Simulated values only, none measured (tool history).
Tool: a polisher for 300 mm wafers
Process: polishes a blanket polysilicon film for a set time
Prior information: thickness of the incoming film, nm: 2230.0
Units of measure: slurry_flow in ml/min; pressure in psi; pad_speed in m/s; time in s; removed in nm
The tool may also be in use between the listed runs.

run,hour,slurry_flow,pressure,pad_speed,time,removed
1,0,185,3.4,0.78,113,846.41
2,6.2,185,3.4,0.64,113,712.43
3,8.2,185,2.6,0.64,113,550.48
4,16.8,185,2.6,0.64,113,544.63
5,22.3,185,3.2,0.64,113,664.44
6,28.8,185,3.2,0.64,118,693.95
7,37.8,185,3.7,0.64,118,801.89
8,42.6,185,4.1,0.64,118,874.77

Run 9 has not been measured yet. What should we expect?
9,44.5,185,4.4,0.64,118,?

{"run 9": {"removed": 957.79}}

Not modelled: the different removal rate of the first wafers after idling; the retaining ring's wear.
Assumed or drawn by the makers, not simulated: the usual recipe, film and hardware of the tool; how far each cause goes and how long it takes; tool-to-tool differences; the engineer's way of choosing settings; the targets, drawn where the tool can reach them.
